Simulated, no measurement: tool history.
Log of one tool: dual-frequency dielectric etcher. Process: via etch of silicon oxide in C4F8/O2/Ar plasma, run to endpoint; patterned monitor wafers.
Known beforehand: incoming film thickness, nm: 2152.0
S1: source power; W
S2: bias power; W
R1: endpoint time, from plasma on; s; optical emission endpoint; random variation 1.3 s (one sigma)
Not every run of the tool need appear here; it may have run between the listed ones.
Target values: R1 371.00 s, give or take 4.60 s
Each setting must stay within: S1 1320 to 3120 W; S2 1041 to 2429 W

| run | hour | S1 | S2 | R1 |
|---|---|---|---|---|
| 1 | 0.0 | 2220 | 1735 | 430.12 |
| 2 | 4.4 | 2220 | 1467 | 450.36 |
| 3 | 10.6 | 2420 | 1467 | 435.47 |
| 4 | 18.2 | 2420 | 1727 | 415.72 |
|  | 21.6 | wet clean of the chamber |
| 5 | 21.6 | 2610 | 1727 | 390.83 |
| 6 | 29.5 | 2390 | 1727 | 405.92 |
| 7 | 31.8 | 2460 | 1730 | 401.39 |
| 8 | 32.8 | 2510 | 1732 | 400.46 |
| 9 | 41.2 | 2570 | 1735 | 393.51 |
| 10 | 47.0 | 2610 | 1737 | 391.35 |
| 11 | 47.7 | 2650 | 1739 | 384.36 |
| 12 | 52.7 | 2670 | 1740 | 385.21 |
| 13 | 61.1 | 2700 | 1741 | 384.18 |

Pick the move, out of 5, that brings all results within their allowed miss; only one does.
| A | 69.5 | 3070 | 1464 | ? |
| B | 69.5 | 2750 | 1891 | ? |
| C | 69.5 | 2710 | 1743 | ? |
| D | 69.5 | 2390 | 1720 | ? |
| E | 69.5 | 2670 | 1843 | ? |

| move | R1 |
|---|---|
| A | 380.50 |
| B | 371.01 |
| C | 382.38 |
| D | 405.54 |
| E | 378.64 |
A: closer than the last run, but not yet in spec
B: hits every target within its allowed miss
C: closer than the last run, but not yet in spec
D: further off than the last run
E: closer than the last run, but not yet in spec
Answer: B
